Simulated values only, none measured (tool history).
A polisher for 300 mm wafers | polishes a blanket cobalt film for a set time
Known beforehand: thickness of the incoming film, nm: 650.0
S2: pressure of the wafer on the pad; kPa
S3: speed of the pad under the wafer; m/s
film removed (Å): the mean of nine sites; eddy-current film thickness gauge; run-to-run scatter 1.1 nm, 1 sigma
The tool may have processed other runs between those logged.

run 1 hour=0 | flow_of_slurry_(ml/min)=125 S2=8.3 S3=1.18 polishing_time_(s)=42 | film_removed_(Å)=1808.7
run 2 hour=8.6 | flow_of_slurry_(ml/min)=125 S2=8.3 S3=1.32 polishing_time_(s)=42 | film_removed_(Å)=2045
run 3 hour=13.2 | flow_of_slurry_(ml/min)=120 S2=7.6 S3=1.3 polishing_time_(s)=42 | film_removed_(Å)=1820.9
run 4 hour=18.4 | flow_of_slurry_(ml/min)=130 S2=7.6 S3=1.3 polishing_time_(s)=42 | film_removed_(Å)=1824.5
run 5 hour=22.3 | flow_of_slurry_(ml/min)=130 S2=6.9 S3=1.28 polishing_time_(s)=42 | film_removed_(Å)=1653.7
run 6 hour=26.9 | flow_of_slurry_(ml/min)=130 S2=6.2 S3=1.26 polishing_time_(s)=42 | film_removed_(Å)=1478.9
run 7 hour=30.6 | flow_of_slurry_(ml/min)=130 S2=5.5 S3=1.26 polishing_time_(s)=42 | film_removed_(Å)=1288.3

Run 8 has not been measured yet. What should we expect?
run 8 hour=33 | flow_of_slurry_(ml/min)=125 S2=5.5 S3=1.26 polishing_time_(s)=42 | film_removed_(Å)=?

film removed (Å): 1315.5

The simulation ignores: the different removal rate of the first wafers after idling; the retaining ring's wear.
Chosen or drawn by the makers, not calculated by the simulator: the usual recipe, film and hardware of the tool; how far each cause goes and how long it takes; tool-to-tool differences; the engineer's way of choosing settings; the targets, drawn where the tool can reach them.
